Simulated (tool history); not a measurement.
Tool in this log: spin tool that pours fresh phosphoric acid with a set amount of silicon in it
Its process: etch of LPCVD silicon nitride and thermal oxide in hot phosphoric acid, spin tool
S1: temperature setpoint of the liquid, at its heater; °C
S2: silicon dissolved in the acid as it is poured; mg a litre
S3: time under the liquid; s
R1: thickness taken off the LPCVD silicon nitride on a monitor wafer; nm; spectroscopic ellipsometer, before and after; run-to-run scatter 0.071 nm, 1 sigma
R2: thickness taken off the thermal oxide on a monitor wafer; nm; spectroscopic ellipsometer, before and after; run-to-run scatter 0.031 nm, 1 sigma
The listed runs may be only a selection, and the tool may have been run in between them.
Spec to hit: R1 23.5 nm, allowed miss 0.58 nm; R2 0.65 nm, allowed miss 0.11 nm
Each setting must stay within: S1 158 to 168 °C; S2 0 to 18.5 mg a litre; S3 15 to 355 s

run	hour	S1	S2	S3	R1	R2
1	0	163	8	180	18.796	0.52714
2	1.6	163	8	250	26.222	0.68633
3	5.8	162.5	6.5	245	25.097	0.72339
4	7.1	162.5	11	245	25.274	0.6868
5	8.2	162	11	245	24.815	0.62772
6	14.4	163	11	245	25.536	0.70977
7	15.6	163	11	240	24.976	0.66106
# hour 16.1: dissolved silicon flow meter replaced
8	16.1	162.5	10	240	24.766	0.68979
9	22	162	10	240	24.172	0.62615

5 candidate next runs follow, results not yet known. Just one meets every target within its allowed miss. Identify it.
A	27.9	165.5	12.5	220	?	?
B	27.9	158.5	12.5	285	?	?
C	27.9	165	9	225	?	?
D	27.9	159	11	270	?	?
E	27.9	162.5	9	230	?	?

move	R1	R2
A	24.978	0.70231
B	25.634	0.54418
C	25.131	0.74981
D	24.698	0.554
E	23.654	0.63888
A: moves away from the targets compared with the last run
B: moves away from the targets compared with the last run
C: moves away from the targets compared with the last run
D: moves away from the targets compared with the last run
E: in spec on every target
The move that meets every target is E.
